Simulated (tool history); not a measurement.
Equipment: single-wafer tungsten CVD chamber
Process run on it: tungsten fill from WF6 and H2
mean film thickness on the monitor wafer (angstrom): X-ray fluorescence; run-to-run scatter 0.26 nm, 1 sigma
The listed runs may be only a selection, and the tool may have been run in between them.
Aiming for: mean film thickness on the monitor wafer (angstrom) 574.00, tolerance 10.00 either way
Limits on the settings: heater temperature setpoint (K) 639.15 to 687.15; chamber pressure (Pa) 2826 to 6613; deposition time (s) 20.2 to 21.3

run  hour  heater temperature setpoint (K)  chamber pressure (Pa)  deposition time (s)  mean film thickness on the monitor wafer (angstrom)
  1   0.0                           663.15                   4720                 21.3                                               511.14
  2   3.4                           665.15                   4720                 21.3                                               526.83
  3   5.4                           665.15                   5346                 21.3                                               560.94
  4  11.9                           665.15                   4640                 21.3                                               525.21
  5  13.2                           667.15                   4640                 21.3                                               542.29
  6  14.4                           667.15                   4640                 20.2                                               515.41
  7  19.7                           669.15                   4653                 20.2                                               536.90
  8  25.3                           670.15                   4653                 20.2                                               541.18
  9  28.8                           671.15                   4653                 20.2                                               556.16

Which one of the following 5 next-run settings gets every result inside its allowed miss? There is exactly one.
  A  32.3                           668.15                   5053                 20.2                                                    ?
  B  32.3                           669.15                   4586                 21.2                                                    ?
  C  32.3                           669.15                   5053                 20.2                                                    ?
  D  32.3                           668.15                   4480                 21.3                                                    ?
  E  32.3                           674.15                   4426                 20.2                                                    ?

move  mean film thickness on the monitor wafer (angstrom)
   A                                               546.31
   B                                               558.98
   C                                               555.95
   D                                               546.14
   E                                               571.55
A: moves away from the targets compared with the last run
B: an improvement on the last run, though not all results are within tolerance
C: about the same distance from the targets as the last run
D: moves away from the targets compared with the last run
E: in spec on every target
Move E is the one to make.
